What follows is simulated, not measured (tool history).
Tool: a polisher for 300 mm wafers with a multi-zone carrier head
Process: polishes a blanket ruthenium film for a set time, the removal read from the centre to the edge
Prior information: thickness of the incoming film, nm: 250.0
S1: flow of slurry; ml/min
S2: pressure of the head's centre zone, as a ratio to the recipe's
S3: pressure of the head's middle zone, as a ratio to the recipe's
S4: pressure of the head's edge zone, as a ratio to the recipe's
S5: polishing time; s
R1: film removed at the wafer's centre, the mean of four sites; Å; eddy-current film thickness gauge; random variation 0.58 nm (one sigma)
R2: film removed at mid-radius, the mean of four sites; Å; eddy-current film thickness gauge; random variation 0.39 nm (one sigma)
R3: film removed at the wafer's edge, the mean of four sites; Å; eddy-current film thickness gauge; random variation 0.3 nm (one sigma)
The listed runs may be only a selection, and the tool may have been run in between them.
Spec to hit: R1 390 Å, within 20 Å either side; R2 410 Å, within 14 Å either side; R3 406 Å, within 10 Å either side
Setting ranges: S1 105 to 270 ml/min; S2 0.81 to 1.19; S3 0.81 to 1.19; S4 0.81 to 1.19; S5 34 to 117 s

run 1 hour=0 | S1=175 S2=1 S3=1 S4=1 S5=75 | R1=535.22 R2=533.66 R3=558.78
run 2 hour=1.5 | S1=175 S2=1 S3=1 S4=0.95 S5=75 | R1=525.78 R2=542.73 R3=538.07
run 3 hour=7.7 | S1=175 S2=1 S3=1.05 S4=0.95 S5=75 | R1=523.72 R2=548.77 R3=535.28
run 4 hour=9.8 | S1=165 S2=0.99 S3=1.03 S4=0.94 S5=72 | R1=496.31 R2=522.55 R3=505.29
run 5 hour=18.5 | S1=185 S2=0.99 S3=1.03 S4=0.94 S5=72 | R1=510.22 R2=535.78 R3=523.01
run 6 hour=23.6 | S1=170 S2=0.98 S3=1.01 S4=0.93 S5=70 | R1=482.39 R2=501.11 R3=489.05
run 7 hour=25.5 | S1=160 S2=0.96 S3=0.98 S4=0.92 S5=69 | R1=457.88 R2=475.4 R3=473.49
run 8 hour=33.7 | S1=150 S2=0.95 S3=0.96 S4=0.9 S5=69 | R1=442.47 R2=463.06 R3=468.92
run 9 hour=37.5 | S1=140 S2=0.95 S3=0.95 S4=0.82 S5=59 | R1=383.73 R2=388.3 R3=384.35
run 10 hour=44.7 | S1=145 S2=0.95 S3=0.95 S4=0.83 S5=59 | R1=380.05 R2=396 R3=386.26
run 11 hour=49.4 | S1=150 S2=0.95 S3=0.95 S4=0.84 S5=59 | R1=387.78 R2=390.19 R3=390.14
run 12 hour=55.2 | S1=170 S2=0.91 S3=1 S4=0.88 S5=60 | R1=393.11 R2=432.2 R3=416.07

Exercise: of the 5 proposed moves below, exactly one satisfies all targets within the stated allowed misses. Which move is it?
run A hour=61 | S1=195 S2=0.94 S3=0.97 S4=0.9 S5=57 | R1=? R2=? R3=?
run B hour=61 | S1=190 S2=0.95 S3=1.04 S4=0.97 S5=58 | R1=? R2=? R3=?
run C hour=61 | S1=185 S2=0.93 S3=1.03 S4=0.81 S5=60 | R1=? R2=? R3=?
run D hour=61 | S1=135 S2=0.94 S3=0.86 S4=0.85 S5=65 | R1=? R2=? R3=?
run E hour=61 | S1=220 S2=0.87 S3=1.1 S4=0.86 S5=58 | R1=? R2=? R3=?

move=A R1=382.32 R2=409.31 R3=401.16
move=B R1=391.63 R2=439.91 R3=421.08
move=C R1=394.64 R2=449.6 R3=400.06
move=D R1=403.52 R2=394.47 R3=424.86
move=E R1=367.15 R2=471.69 R3=404.34
A: every result within its allowed miss
B: moves away from the targets compared with the last run
C: moves away from the targets compared with the last run
D: moves the result that the last run missed by most past its target, out the other side
E: moves away from the targets compared with the last run
Go with A: it meets all targets.
